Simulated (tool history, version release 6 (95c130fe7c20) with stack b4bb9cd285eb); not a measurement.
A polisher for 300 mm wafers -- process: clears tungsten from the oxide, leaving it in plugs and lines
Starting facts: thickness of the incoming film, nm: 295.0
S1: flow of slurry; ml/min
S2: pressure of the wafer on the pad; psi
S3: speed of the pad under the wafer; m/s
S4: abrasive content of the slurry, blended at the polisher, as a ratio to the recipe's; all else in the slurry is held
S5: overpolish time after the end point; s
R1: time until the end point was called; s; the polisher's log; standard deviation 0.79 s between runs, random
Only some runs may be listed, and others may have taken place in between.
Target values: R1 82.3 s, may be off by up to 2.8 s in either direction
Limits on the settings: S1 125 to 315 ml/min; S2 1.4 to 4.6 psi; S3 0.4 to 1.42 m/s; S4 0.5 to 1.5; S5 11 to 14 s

run	day	S1	S2	S3	S4	S5	R1
1	0	205	3	0.9	1	14	108.57
2	0.221	210	3.3	0.9	1	14	98.625
3	0.508	210	3.3	0.9	1.1	14	94.986
4	0.733	210	3.4	0.9	1.1	14	92.74
5	0.825	260	3.4	0.9	1.1	14	90.336
6	1.125	260	3.4	0.9	1.1	14	89.467
7	1.262	260	3.5	0.9	1.1	14	88.4
# day 1.425: head pressure recalibrated
8	1.425	260	3.6	0.9	1.1	14	77.409
9	1.462	255	3.6	0.9	1.1	14	77.34

Consider the 5 candidate settings below. Which is the only one whose results all fall within their allowed miss of target?
A	1.5	260	3.4	0.94	1.3	14	?
B	1.5	250	3.5	1.04	1.25	11	?
C	1.5	310	3.4	0.84	1.2	11	?
D	1.5	245	3.6	0.76	1.1	14	?
E	1.5	295	3.2	0.86	1.05	14	?

move	R1
A	74.308
B	68.362
C	81.111
D	86.519
E	89.017
A: the biggest miss grows against the last run
B: the biggest miss grows against the last run
C: hits every target within its allowed miss
D: takes the result that was furthest off past its target
E: takes the result that was furthest off past its target
Go with C: it meets all targets.
